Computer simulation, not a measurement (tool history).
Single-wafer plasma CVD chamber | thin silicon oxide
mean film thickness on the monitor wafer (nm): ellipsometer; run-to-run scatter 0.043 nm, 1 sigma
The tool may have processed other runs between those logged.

run    day  heater temperature setpoint (°C)  chamber pressure (Pa)  RF power (kW)  deposition time (s)  mean film thickness on the monitor wafer (nm)
  1  0.000                               395                   95.7          0.345                10.56                                         19.307
  2  0.200                               395                   95.7          0.345                10.90                                         19.895
  3  0.408                               395                   95.7          0.345                10.56                                         19.247
  4  0.512                               395                   95.7          0.385                10.56                                         20.430
  5  0.767                               395                  107.9          0.385                10.56                                         22.744
  6  0.892                               399                  107.9          0.385                10.56                                         22.745
  7  0.917                               399                  101.5          0.385                10.56                                         21.536
  8  1.150                               399                   95.9          0.385                10.56                                         20.462
  9  1.217                               399                   91.2          0.385                10.56                                         19.629

Forecast run 10:
 10  1.483                               399                   87.3          0.385                10.56                                              ?

mean film thickness on the monitor wafer (nm): 18.780

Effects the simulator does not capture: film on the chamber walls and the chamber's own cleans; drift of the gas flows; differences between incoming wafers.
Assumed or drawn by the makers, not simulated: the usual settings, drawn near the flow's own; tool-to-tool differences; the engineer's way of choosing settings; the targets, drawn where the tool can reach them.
